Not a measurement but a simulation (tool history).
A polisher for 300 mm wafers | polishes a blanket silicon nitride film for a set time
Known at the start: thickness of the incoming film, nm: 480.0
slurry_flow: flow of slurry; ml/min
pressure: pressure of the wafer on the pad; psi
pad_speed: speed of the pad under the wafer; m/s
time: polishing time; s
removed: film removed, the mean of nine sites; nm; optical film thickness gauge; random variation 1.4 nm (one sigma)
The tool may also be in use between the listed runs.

| run | day | slurry_flow | pressure | pad_speed | time | removed |
|---|---|---|---|---|---|---|
| 1 | 0.000 | 155 | 4.3 | 1.20 | 91 | 171.88 |
| 2 | 0.350 | 155 | 4.3 | 1.20 | 91 | 171.66 |
| 3 | 0.692 | 155 | 4.0 | 1.20 | 91 | 156.43 |
| 4 | 1.025 | 155 | 4.0 | 1.20 | 91 | 158.46 |
| 5 | 1.212 | 170 | 4.0 | 1.20 | 91 | 162.76 |
| 6 | 1.362 | 165 | 3.8 | 1.20 | 91 | 153.40 |

Forecast run 7:
| 7 | 1.600 | 160 | 3.6 | 1.20 | 91 | ? |

removed: 142.27 nm
